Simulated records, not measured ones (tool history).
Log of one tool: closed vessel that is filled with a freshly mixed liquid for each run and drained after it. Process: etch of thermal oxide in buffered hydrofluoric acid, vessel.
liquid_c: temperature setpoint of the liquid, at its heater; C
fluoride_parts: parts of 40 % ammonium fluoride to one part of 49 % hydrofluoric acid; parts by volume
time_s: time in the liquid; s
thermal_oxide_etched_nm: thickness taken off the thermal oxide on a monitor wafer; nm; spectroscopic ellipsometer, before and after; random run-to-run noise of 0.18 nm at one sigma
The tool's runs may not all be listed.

run	hour	liquid_c	fluoride_parts	time_s	thermal_oxide_etched_nm
1	0	22	23	90	40.103
2	3.9	23	23	90	42.435
3	10.8	24	23	90	44.884
4	14.9	24.5	23	90	46.219
5	22.9	24.5	23	95	48.365
6	23.7	24.5	23	90	45.997
7	27.6	25	23	90	47.415

What will run 8 give?
8	35.6	25.5	23	90	?

thermal_oxide_etched_nm: 48.622 nm

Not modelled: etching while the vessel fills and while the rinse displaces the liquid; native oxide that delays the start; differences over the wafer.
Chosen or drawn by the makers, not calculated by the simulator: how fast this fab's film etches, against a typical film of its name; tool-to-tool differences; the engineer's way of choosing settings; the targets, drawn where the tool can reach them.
